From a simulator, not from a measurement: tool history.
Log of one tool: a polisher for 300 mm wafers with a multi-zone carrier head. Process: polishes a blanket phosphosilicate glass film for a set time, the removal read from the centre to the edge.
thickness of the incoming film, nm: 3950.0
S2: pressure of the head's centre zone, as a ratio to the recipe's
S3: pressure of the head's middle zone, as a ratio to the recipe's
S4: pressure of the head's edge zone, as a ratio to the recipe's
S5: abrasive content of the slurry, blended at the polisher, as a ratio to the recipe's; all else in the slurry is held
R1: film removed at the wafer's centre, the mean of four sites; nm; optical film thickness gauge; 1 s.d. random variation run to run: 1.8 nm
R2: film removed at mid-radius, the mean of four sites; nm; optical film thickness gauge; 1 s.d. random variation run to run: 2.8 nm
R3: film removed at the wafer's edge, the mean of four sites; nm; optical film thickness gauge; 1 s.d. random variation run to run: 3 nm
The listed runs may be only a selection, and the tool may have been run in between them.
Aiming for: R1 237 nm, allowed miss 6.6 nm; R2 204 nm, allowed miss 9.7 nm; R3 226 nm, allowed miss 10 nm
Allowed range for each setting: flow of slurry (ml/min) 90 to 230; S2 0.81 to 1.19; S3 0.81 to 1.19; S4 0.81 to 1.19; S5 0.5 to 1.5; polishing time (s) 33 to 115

Run 1, hour 0: flow of slurry (ml/min) 150, S2 1, S3 1, S4 1, S5 1, polishing time (s) 73. Result: R1 465.52 nm, R2 473.69 nm, R3 464.33 nm.
Run 2, hour 4.7: flow of slurry (ml/min) 145, S2 1, S3 0.97, S4 0.98, S5 0.9, polishing time (s) 67. Result: R1 398.75 nm, R2 397.4 nm, R3 407.85 nm.
Run 3, hour 8: flow of slurry (ml/min) 150, S2 1.02, S3 0.96, S4 0.96, S5 0.85, polishing time (s) 62. Result: R1 369.18 nm, R2 356.11 nm, R3 359.95 nm.
Run 4, hour 13.4: flow of slurry (ml/min) 150, S2 1.02, S3 0.96, S4 0.93, S5 0.85, polishing time (s) 62. Result: R1 369.3 nm, R2 364.32 nm, R3 355.26 nm.
Run 5, hour 14.3: flow of slurry (ml/min) 150, S2 1.03, S3 0.94, S4 0.92, S5 0.8, polishing time (s) 59. Result: R1 343.92 nm, R2 322.53 nm, R3 324.13 nm.
Run 6, hour 19.9: flow of slurry (ml/min) 150, S2 1.03, S3 0.92, S4 0.91, S5 0.75, polishing time (s) 57. Result: R1 322.05 nm, R2 294.8 nm, R3 304.46 nm.
Run 7, hour 24.8: flow of slurry (ml/min) 150, S2 1.02, S3 0.9, S4 0.9, S5 0.7, polishing time (s) 56. Result: R1 293.68 nm, R2 280.18 nm, R3 286.45 nm.
Run 8, hour 33.3: flow of slurry (ml/min) 145, S2 1.03, S3 0.88, S4 0.89, S5 0.65, polishing time (s) 55. Result: R1 277.15 nm, R2 249.84 nm, R3 266.19 nm.

4 next moves are on the table. One of them brings every result within its allowed miss. Which?
Run A, hour 41.8: flow of slurry (ml/min) 115, S2 1, S3 0.89, S4 1, S5 0.7, polishing time (s) 45. Result: R1 ?, R2 ?, R3 ?.
Run B, hour 41.8: flow of slurry (ml/min) 115, S2 1.05, S3 0.85, S4 0.88, S5 0.65, polishing time (s) 49. Result: R1 ?, R2 ?, R3 ?.
Run C, hour 41.8: flow of slurry (ml/min) 225, S2 1.09, S3 0.85, S4 0.95, S5 0.75, polishing time (s) 35. Result: R1 ?, R2 ?, R3 ?.
Run D, hour 41.8: flow of slurry (ml/min) 175, S2 1, S3 1.07, S4 0.81, S5 0.7, polishing time (s) 40. Result: R1 ?, R2 ?, R3 ?.

move      R1      R2      R3
   A  216.13  204.09  228.04
   B     233  204.08  225.66
   C  217.82  182.06   199.7
   D  214.25  232.93  199.94
A: takes the result that was furthest off past its target
B: all results in spec
C: takes the result that was furthest off past its target
D: takes the result that was furthest off past its target
Answer: B

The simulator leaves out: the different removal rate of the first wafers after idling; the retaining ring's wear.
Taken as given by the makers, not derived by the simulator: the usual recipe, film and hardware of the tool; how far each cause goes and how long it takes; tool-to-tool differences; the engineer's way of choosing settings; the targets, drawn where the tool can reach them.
